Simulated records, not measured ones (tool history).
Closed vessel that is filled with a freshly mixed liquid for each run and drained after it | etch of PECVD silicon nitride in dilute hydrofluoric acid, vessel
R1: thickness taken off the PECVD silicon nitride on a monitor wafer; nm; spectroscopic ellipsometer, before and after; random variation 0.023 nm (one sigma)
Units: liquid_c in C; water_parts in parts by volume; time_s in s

Run 1, hour 0: liquid_c 21 C, water_parts 55 parts by volume, time_s 60 s. Result: R1 1.646 nm.
Run 2, hour 3.4: liquid_c 23.5 C, water_parts 50 parts by volume, time_s 60 s. Result: R1 2.1448 nm.
Run 3, hour 10: liquid_c 26.5 C, water_parts 50 parts by volume, time_s 60 s. Result: R1 2.6309 nm.
Run 4, hour 11.6: liquid_c 26.5 C, water_parts 65 parts by volume, time_s 60 s. Result: R1 2.0322 nm.
Run 5, hour 15.8: liquid_c 23.5 C, water_parts 65 parts by volume, time_s 60 s. Result: R1 1.6756 nm.
Run 6, hour 23.4: liquid_c 25 C, water_parts 55 parts by volume, time_s 60 s. Result: R1 2.1551 nm.
Run 7, hour 26.7: liquid_c 26 C, water_parts 50 parts by volume, time_s 60 s. Result: R1 2.5462 nm.
Run 8, hour 34.7: liquid_c 26 C, water_parts 50 parts by volume, time_s 60 s. Result: R1 2.5638 nm.
Run 9, hour 38.8: liquid_c 27 C, water_parts 45 parts by volume, time_s 60 s. Result: R1 3.0333 nm.

Forecast run 10:
Run 10, hour 41.4: liquid_c 27.5 C, water_parts 45 parts by volume, time_s 60 s. Result: R1 ?.

{"run 10": {"R1": 3.142}}
